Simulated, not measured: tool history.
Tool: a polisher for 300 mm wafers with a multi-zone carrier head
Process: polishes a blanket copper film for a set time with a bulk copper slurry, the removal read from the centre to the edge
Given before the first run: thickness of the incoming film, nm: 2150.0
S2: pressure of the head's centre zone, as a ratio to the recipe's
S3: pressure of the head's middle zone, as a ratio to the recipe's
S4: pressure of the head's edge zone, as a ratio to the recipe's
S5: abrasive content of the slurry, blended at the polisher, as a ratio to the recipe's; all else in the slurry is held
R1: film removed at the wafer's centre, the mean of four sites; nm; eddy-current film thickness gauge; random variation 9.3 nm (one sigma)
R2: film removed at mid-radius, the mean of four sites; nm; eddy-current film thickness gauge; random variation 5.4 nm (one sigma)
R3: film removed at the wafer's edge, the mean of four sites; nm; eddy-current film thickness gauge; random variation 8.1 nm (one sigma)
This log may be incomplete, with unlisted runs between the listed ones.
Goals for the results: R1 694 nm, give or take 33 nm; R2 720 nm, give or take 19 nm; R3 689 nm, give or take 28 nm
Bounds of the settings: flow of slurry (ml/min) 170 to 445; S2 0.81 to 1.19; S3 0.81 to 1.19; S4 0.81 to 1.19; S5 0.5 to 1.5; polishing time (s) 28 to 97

Run 1, hour 0: flow of slurry (ml/min) 285, S2 1, S3 1, S4 1, S5 1, polishing time (s) 62. Result: R1 529.01 nm, R2 552.64 nm, R3 541.29 nm.
Run 2, hour 4.7: flow of slurry (ml/min) 285, S2 1, S3 1.08, S4 1, S5 1, polishing time (s) 62. Result: R1 542.35 nm, R2 577.39 nm, R3 544.1 nm.
Run 3, hour 10.5: flow of slurry (ml/min) 290, S2 1.01, S3 1.09, S4 1.01, S5 1.05, polishing time (s) 62. Result: R1 539.01 nm, R2 584.18 nm, R3 538.97 nm.
Run 4, hour 19.1: flow of slurry (ml/min) 290, S2 1.01, S3 1.08, S4 1.01, S5 1.05, polishing time (s) 64. Result: R1 577.27 nm, R2 608.57 nm, R3 555 nm.
Run 5, hour 20.6: flow of slurry (ml/min) 290, S2 1.01, S3 1.08, S4 1.01, S5 0.9, polishing time (s) 64. Result: R1 547.46 nm, R2 591.39 nm, R3 544.27 nm.
At hour 24.6: slurry nozzle cleaned.
Run 6, hour 24.6: flow of slurry (ml/min) 290, S2 1.01, S3 1.08, S4 1.02, S5 0.95, polishing time (s) 65. Result: R1 576.81 nm, R2 624.97 nm, R3 590.69 nm.
Run 7, hour 32: flow of slurry (ml/min) 295, S2 1.02, S3 1.09, S4 1.03, S5 0.95, polishing time (s) 65. Result: R1 584.21 nm, R2 631.82 nm, R3 572.17 nm.
Run 8, hour 39.9: flow of slurry (ml/min) 280, S2 1.03, S3 1.04, S4 1.03, S5 1.2, polishing time (s) 71. Result: R1 694.19 nm, R2 692.29 nm, R3 651.76 nm.
Run 9, hour 46.7: flow of slurry (ml/min) 280, S2 1.03, S3 1.04, S4 1.04, S5 1.2, polishing time (s) 71. Result: R1 678.26 nm, R2 693.16 nm, R3 675.71 nm.

Exercise: of the 4 proposed moves below, exactly one satisfies all targets within the stated allowed misses. Which move is it?
Run A, hour 53.5: flow of slurry (ml/min) 245, S2 1.05, S3 1.19, S4 0.98, S5 1, polishing time (s) 73. Result: R1 ?, R2 ?, R3 ?.
Run B, hour 53.5: flow of slurry (ml/min) 265, S2 1.06, S3 0.94, S4 1.01, S5 1.25, polishing time (s) 70. Result: R1 ?, R2 ?, R3 ?.
Run C, hour 53.5: flow of slurry (ml/min) 245, S2 1.03, S3 1.06, S4 1.05, S5 1.2, polishing time (s) 74. Result: R1 ?, R2 ?, R3 ?.
Run D, hour 53.5: flow of slurry (ml/min) 320, S2 1.03, S3 1, S4 1.06, S5 1.2, polishing time (s) 69. Result: R1 ?, R2 ?, R3 ?.

move      R1      R2      R3
   A  679.84  736.08  644.87
   B   694.5  638.16     662
   C  700.57  716.21  700.97
   D  674.05  661.58  671.34
A: corrects the largest miss of the last run, while another result sits out of spec
B: moves away from the targets compared with the last run
C: hits every target within its allowed miss
D: moves away from the targets compared with the last run
Move C is the one to make.

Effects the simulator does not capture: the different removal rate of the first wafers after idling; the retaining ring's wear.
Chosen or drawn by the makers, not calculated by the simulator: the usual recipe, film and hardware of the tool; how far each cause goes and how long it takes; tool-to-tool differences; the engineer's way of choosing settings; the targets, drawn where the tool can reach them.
